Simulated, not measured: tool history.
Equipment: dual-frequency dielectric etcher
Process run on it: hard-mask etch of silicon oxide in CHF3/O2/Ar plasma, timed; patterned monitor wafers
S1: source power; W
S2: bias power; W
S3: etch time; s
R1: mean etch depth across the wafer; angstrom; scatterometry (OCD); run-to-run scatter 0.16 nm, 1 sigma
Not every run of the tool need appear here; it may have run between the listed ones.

run	hour	S1	S2	S3	R1
1	0	710	166	18	371.97
2	1.6	710	166	18	374.21
3	3.2	750	170	18	383.35
4	4	780	174	18	392.46
5	12.6	780	163	18	384.78
6	21.2	810	167	18	391.79
7	21.9	840	172	18	403.64
8	25.1	840	172	18	401.79

The next listed run, before its measurement:
9	32.7	860	176	18	?

Logged for run 9: R1 410.22 angstrom.
